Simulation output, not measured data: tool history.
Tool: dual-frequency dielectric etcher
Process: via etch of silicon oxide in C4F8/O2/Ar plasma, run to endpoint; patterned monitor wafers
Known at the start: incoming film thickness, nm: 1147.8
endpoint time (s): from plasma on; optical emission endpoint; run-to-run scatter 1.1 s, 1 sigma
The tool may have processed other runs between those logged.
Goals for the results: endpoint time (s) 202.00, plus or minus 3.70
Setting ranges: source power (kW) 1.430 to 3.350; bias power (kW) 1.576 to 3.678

run,hour,source power (kW),bias power (kW),endpoint time (s)
1,0.0,2.390,2.627,184.28
2,6.0,2.390,2.175,193.75
3,14.2,2.390,2.627,183.11
4,21.4,2.390,2.790,180.05
5,29.9,2.310,2.774,184.72
6,32.1,2.640,2.774,174.61
7,38.6,2.540,2.748,177.45
8,46.5,2.450,2.728,178.62
9,54.3,2.370,2.711,183.98
10,60.0,2.310,2.700,184.13
11,62.7,2.240,2.683,188.35
12,64.9,2.200,2.675,190.53
13,73.5,2.170,2.669,190.03
14,76.0,2.130,2.660,193.56
15,79.7,2.110,2.656,191.80
16,85.1,2.070,2.648,195.52
17,92.9,2.050,2.644,194.88
18,96.1,2.050,2.644,193.55
19,103.3,2.020,2.637,196.77

4 next moves are on the table. One of them brings every result within its allowed miss. Which?
A,110.5,1.930,2.590,?
B,110.5,2.110,2.564,?
C,110.5,2.140,2.946,?
D,110.5,2.340,2.150,?

move,endpoint time (s)
A,203.27
B,196.11
C,187.73
D,196.25
A: every result within its allowed miss
B: lands further from the targets than the last run did
C: lands further from the targets than the last run did
D: lands further from the targets than the last run did
The move that meets every target is A.

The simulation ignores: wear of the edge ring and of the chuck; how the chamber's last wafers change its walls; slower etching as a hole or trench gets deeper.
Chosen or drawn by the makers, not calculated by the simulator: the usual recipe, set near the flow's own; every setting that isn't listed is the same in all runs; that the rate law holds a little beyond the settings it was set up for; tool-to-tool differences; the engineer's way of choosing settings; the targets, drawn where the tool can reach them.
